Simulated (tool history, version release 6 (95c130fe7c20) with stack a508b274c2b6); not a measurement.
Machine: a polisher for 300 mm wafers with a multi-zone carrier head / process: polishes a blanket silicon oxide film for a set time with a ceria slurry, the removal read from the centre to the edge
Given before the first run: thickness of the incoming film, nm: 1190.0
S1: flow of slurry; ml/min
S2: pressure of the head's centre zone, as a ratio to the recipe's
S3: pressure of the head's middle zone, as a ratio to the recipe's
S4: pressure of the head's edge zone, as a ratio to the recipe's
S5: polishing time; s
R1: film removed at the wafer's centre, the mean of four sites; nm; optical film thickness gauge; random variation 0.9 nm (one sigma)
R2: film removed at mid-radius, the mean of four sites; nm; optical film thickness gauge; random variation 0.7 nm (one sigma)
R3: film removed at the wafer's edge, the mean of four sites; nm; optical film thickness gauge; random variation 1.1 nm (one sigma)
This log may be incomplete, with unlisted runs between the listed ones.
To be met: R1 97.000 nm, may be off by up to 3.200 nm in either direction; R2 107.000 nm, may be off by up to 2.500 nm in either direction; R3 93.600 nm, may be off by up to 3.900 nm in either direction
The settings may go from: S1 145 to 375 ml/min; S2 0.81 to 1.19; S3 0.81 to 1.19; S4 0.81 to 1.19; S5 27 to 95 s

| run | hour | S1 | S2 | S3 | S4 | S5 | R1 | R2 | R3 |
|---|---|---|---|---|---|---|---|---|---|
| 1 | 0.0 | 240 | 1.00 | 1.00 | 1.00 | 61 | 172.700 | 168.180 | 173.340 |
| 2 | 3.1 | 240 | 0.99 | 1.01 | 0.98 | 57 | 160.240 | 159.320 | 156.740 |
| 3 | 4.2 | 240 | 0.97 | 1.00 | 0.96 | 55 | 150.330 | 151.210 | 151.390 |
| 4 | 12.9 | 240 | 0.97 | 1.01 | 0.95 | 52 | 141.770 | 144.190 | 141.250 |
| 5 | 18.6 | 240 | 0.97 | 1.01 | 0.94 | 50 | 136.630 | 138.840 | 135.560 |
| 6 | 20.5 | 240 | 0.97 | 1.01 | 0.93 | 48 | 131.300 | 135.180 | 126.930 |
| 7 | 22.2 | 240 | 0.97 | 1.01 | 0.93 | 48 | 131.700 | 132.670 | 132.720 |
| 8 | 23.9 | 240 | 0.97 | 1.02 | 0.92 | 46 | 123.710 | 129.980 | 123.140 |
| 9 | 25.9 | 240 | 0.97 | 1.02 | 0.91 | 45 | 124.340 | 126.170 | 118.300 |
| 10 | 29.9 | 220 | 0.87 | 1.04 | 0.81 | 34 | 82.218 | 96.621 | 85.988 |
| 11 | 32.7 | 230 | 0.88 | 1.04 | 0.81 | 34 | 86.078 | 96.377 | 84.654 |
| 12 | 34.1 | 230 | 0.88 | 1.04 | 0.81 | 34 | 84.200 | 97.375 | 84.933 |
| 13 | 40.2 | 235 | 0.89 | 1.04 | 0.82 | 34 | 84.998 | 97.428 | 84.735 |

Next run, 4 choices. One meets every target within its allowed miss, the rest don't. Which?
| A | 46.3 | 200 | 0.95 | 1.07 | 0.83 | 37 | ? | ? | ? |
| B | 46.3 | 240 | 1.07 | 0.88 | 0.94 | 35 | ? | ? | ? |
| C | 46.3 | 215 | 0.89 | 1.18 | 0.81 | 29 | ? | ? | ? |
| D | 46.3 | 270 | 0.87 | 1.03 | 0.85 | 31 | ? | ? | ? |

| move | R1 | R2 | R3 |
|---|---|---|---|
| A | 95.790 | 105.300 | 95.282 |
| B | 104.190 | 86.774 | 97.579 |
| C | 71.651 | 90.830 | 74.410 |
| D | 77.497 | 89.077 | 83.293 |
A: all results land within tolerance of their targets
B: moves away from the targets compared with the last run
C: moves away from the targets compared with the last run
D: moves away from the targets compared with the last run
The right move is A.
